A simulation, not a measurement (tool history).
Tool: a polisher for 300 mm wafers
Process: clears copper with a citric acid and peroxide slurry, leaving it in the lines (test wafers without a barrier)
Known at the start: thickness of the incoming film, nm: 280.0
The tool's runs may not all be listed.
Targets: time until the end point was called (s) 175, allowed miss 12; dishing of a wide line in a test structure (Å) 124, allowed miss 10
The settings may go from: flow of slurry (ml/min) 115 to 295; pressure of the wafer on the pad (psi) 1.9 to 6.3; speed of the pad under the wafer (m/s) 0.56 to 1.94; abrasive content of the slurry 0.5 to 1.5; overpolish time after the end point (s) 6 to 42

run    day  flow of slurry (ml/min)  pressure of the wafer on the pad (psi)  speed of the pad under the wafer (m/s)  abrasive content of the slurry  overpolish time after the end point (s)  time until the end point was called (s)  dishing of a wide line in a test structure (Å)
  1      0                      190                                     4.1                                    1.24                               1                                       21                                   84.739                                          401.82
  2  0.121                      190                                     3.2                                    1.24                               1                                       21                                   110.84                                          313.46
  3  0.442                      225                                     3.2                                    1.24                               1                                       21                                   109.61                                           349.3
  4  0.579                      210                                     2.9                                    1.16                               1                                       16                                   129.69                                          234.23
  5  0.692                      200                                     2.6                                    1.14                               1                                       13                                   142.22                                          166.85
  6  0.896                      160                                     2.6                                    1.14                               1                                       13                                   148.72                                          168.89
  7  1.025                      160                                     2.6                                    1.14                               1                                       13                                   151.64                                          165.67
     1.125  -- slurry blender recalibrated
  8  1.125                      160                                     2.4                                    1.14                               1                                       12                                   157.83                                          149.57
  9  1.329                      160                                     2.3                                    1.14                               1                                       11                                    160.7                                           129.5

Which of these 5 next moves meets every target?
  A  1.533                      165                                     2.4                                     1.2                             1.1                                        9                                        ?                                               ?
  B  1.533                      180                                     2.5                                    0.92                            1.15                                       13                                        ?                                               ?
  C  1.533                      125                                     2.1                                    1.16                             1.2                                       11                                        ?                                               ?
  D  1.533                      160                                     2.2                                    1.28                             0.8                                       11                                        ?                                               ?
  E  1.533                      190                                     2.2                                     0.8                            1.35                                       11                                        ?                                               ?

move  time until the end point was called (s)  dishing of a wide line in a test structure (Å)
   A                                   142.31                                          119.92
   B                                   168.74                                          144.03
   C                                   170.94                                          121.54
   D                                   152.65                                          135.01
   E                                    207.3                                           101.7
A: further off than the last run
B: brings the result that was furthest off to its target, and leaves another outside
C: meets every target
D: further off than the last run
E: takes the result that was furthest off past its target
Answer: C
